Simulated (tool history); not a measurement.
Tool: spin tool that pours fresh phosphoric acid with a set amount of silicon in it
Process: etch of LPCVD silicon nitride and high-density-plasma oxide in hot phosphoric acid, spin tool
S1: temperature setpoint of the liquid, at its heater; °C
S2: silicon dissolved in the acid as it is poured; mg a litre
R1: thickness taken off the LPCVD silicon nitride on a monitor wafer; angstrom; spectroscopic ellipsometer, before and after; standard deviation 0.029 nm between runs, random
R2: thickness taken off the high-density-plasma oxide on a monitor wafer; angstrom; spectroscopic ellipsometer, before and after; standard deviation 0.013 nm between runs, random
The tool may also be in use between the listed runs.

Run 1, hour 0: S1 162 °C, S2 12.5 mg a litre, time under the liquid (s) 180. Result: R1 168.91 angstrom, R2 6.0743 angstrom.
Run 2, hour 7.7: S1 163 °C, S2 12.5 mg a litre, time under the liquid (s) 180. Result: R1 176.09 angstrom, R2 6.0097 angstrom.
Run 3, hour 12.6: S1 161 °C, S2 12.5 mg a litre, time under the liquid (s) 180. Result: R1 162.99 angstrom, R2 6.1953 angstrom.
Run 4, hour 18: S1 160.5 °C, S2 16.5 mg a litre, time under the liquid (s) 150. Result: R1 134.6 angstrom, R2 4.8846 angstrom.
Run 5, hour 23.8: S1 160.5 °C, S2 19.5 mg a litre, time under the liquid (s) 150. Result: R1 133.49 angstrom, R2 4.0822 angstrom.
Run 6, hour 30.9: S1 161.5 °C, S2 19.5 mg a litre, time under the liquid (s) 150. Result: R1 137.59 angstrom, R2 3.7519 angstrom.

The next listed run, before its measurement:
Run 7, hour 36: S1 160.5 °C, S2 21.5 mg a litre, time under the liquid (s) 130. Result: R1 ?, R2 ?.

Run 7 came out at R1 115.69 angstrom, R2 3.7861 angstrom.
